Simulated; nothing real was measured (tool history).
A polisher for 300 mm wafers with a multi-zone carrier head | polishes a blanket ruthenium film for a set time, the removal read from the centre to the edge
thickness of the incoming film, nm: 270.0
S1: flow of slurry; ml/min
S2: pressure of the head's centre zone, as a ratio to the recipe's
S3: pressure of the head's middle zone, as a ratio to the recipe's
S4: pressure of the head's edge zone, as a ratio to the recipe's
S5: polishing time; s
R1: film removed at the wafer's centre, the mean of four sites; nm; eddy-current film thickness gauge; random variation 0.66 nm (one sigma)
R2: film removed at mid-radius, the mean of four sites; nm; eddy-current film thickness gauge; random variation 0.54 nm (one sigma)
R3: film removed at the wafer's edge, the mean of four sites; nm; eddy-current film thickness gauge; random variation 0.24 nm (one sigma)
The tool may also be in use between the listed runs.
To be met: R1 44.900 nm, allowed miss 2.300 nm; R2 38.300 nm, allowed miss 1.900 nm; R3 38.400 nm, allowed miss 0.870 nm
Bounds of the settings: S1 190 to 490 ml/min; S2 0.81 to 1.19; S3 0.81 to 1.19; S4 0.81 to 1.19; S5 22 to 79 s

| run | day | S1 | S2 | S3 | S4 | S5 | R1 | R2 | R3 |
|---|---|---|---|---|---|---|---|---|---|
| 1 | 0.000 | 315 | 1.00 | 1.00 | 1.00 | 50 | 33.907 | 33.155 | 34.101 |
| 2 | 0.217 | 320 | 1.02 | 1.01 | 1.01 | 50 | 34.953 | 32.985 | 34.310 |
| 3 | 0.333 | 350 | 1.02 | 1.01 | 1.01 | 50 | 35.003 | 32.678 | 34.707 |
| 4 | 0.662 | 350 | 1.02 | 1.01 | 1.01 | 60 | 42.108 | 40.585 | 40.782 |
| 5 | 0.883 | 410 | 1.02 | 1.01 | 1.01 | 60 | 41.970 | 40.565 | 41.283 |
| 6 | 0.983 | 410 | 1.02 | 1.07 | 1.01 | 60 | 42.854 | 42.940 | 41.805 |
| 7 | 1.321 | 410 | 1.03 | 1.06 | 1.00 | 60 | 43.568 | 42.175 | 41.356 |
| 8 | 1.525 | 410 | 1.04 | 1.05 | 0.99 | 60 | 42.842 | 42.802 | 40.780 |
| 9 | 1.850 | 410 | 1.05 | 1.04 | 0.99 | 60 | 43.338 | 42.304 | 41.035 |
| 10 | 2.154 | 410 | 1.06 | 1.03 | 0.99 | 60 | 43.292 | 40.805 | 40.778 |
| 11 | 2.325 | 410 | 1.07 | 1.03 | 0.98 | 60 | 44.809 | 41.857 | 41.038 |
| 12 | 2.625 | 410 | 1.07 | 1.02 | 0.97 | 60 | 45.420 | 40.651 | 41.028 |
| 13 | 2.729 | 410 | 1.07 | 1.02 | 0.96 | 60 | 45.170 | 40.262 | 40.755 |
| 14 | 2.904 | 410 | 1.07 | 1.02 | 0.95 | 60 | 45.480 | 41.148 | 40.180 |

Which of these 5 next moves meets every target?
| A | 3.079 | 450 | 1.05 | 0.98 | 1.02 | 62 | ? | ? | ? |
| B | 3.079 | 365 | 1.12 | 1.06 | 0.81 | 62 | ? | ? | ? |
| C | 3.079 | 430 | 1.19 | 0.91 | 0.91 | 54 | ? | ? | ? |
| D | 3.079 | 400 | 1.13 | 1.03 | 0.90 | 56 | ? | ? | ? |
| E | 3.079 | 320 | 1.12 | 1.01 | 0.92 | 59 | ? | ? | ? |

| move | R1 | R2 | R3 |
|---|---|---|---|
| A | 45.154 | 41.295 | 44.004 |
| B | 47.378 | 43.435 | 39.040 |
| C | 44.434 | 33.679 | 36.253 |
| D | 43.522 | 38.563 | 37.191 |
| E | 44.473 | 39.192 | 39.004 |
A: further off than the last run
B: brings the result that was furthest off to its target, and leaves another outside
C: takes the result that was furthest off past its target
D: takes the result that was furthest off past its target
E: meets every target
Move E is the one to make.
